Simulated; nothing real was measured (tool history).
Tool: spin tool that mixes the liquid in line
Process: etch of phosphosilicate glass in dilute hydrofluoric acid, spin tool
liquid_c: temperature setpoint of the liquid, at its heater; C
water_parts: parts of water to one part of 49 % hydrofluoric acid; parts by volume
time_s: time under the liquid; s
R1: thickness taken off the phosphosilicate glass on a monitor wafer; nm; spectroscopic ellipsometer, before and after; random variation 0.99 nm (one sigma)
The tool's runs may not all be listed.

run 1 day=0.000 | liquid_c=23.0 water_parts=220 time_s=105 | R1=41.154
run 2 day=0.129 | liquid_c=23.0 water_parts=220 time_s=110 | R1=43.073
run 3 day=0.158 | liquid_c=24.5 water_parts=195 time_s=110 | R1=52.783
run 4 day=0.183 | liquid_c=24.5 water_parts=255 time_s=110 | R1=37.486
run 5 day=0.433 | liquid_c=22.5 water_parts=255 time_s=110 | R1=34.919
run 6 day=0.679 | liquid_c=24.0 water_parts=220 time_s=110 | R1=44.394
run 7 day=1.046 | liquid_c=25.5 water_parts=190 time_s=110 | R1=56.274
run 8 day=1.417 | liquid_c=26.5 water_parts=170 time_s=110 | R1=66.417

Forecast run 9:
run 9 day=1.467 | liquid_c=27.5 water_parts=155 time_s=110 | R1=?

Run 9 gave R1 77.466 nm.

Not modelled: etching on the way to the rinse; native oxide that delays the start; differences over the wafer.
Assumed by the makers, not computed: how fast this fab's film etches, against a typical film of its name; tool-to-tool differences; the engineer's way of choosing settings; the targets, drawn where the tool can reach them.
